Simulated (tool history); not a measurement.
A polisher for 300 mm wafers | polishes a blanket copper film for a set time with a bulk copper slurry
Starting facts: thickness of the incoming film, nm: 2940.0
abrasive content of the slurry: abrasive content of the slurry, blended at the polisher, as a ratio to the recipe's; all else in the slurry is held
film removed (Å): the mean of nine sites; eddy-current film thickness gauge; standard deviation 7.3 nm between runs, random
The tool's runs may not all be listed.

| run | day | flow of slurry (ml/min) | pressure of the wafer on the pad (psi) | speed of the pad under the wafer (m/s) | abrasive content of the slurry | polishing time (s) | film removed (Å) |
|---|---|---|---|---|---|---|---|
| 1 | 0 | 220 | 2.3 | 1.14 | 1 | 114 | 10794 |
| 2 | 0.333 | 265 | 2.3 | 1.14 | 1 | 114 | 11270 |
| 3 | 0.438 | 260 | 2.2 | 1.14 | 1 | 114 | 10602 |
| 4 | 0.692 | 255 | 2.1 | 1.14 | 1 | 114 | 10117 |
| 5 | 1 | 255 | 2.1 | 1.14 | 1 | 114 | 10031 |
| 6 | 1.338 | 255 | 2.1 | 1.14 | 1.15 | 114 | 10562 |
| 7 | 1.55 | 250 | 2 | 1.14 | 1.15 | 114 | 9916 |
| 8 | 1.854 | 250 | 2 | 1.14 | 1.15 | 114 | 9837.8 |

For run 9, what comes out?
| 9 | 2.038 | 245 | 1.4 | 1.12 | 1.15 | 114 | ? |

{"run 9": {"film removed (Å)": 7002.3}}
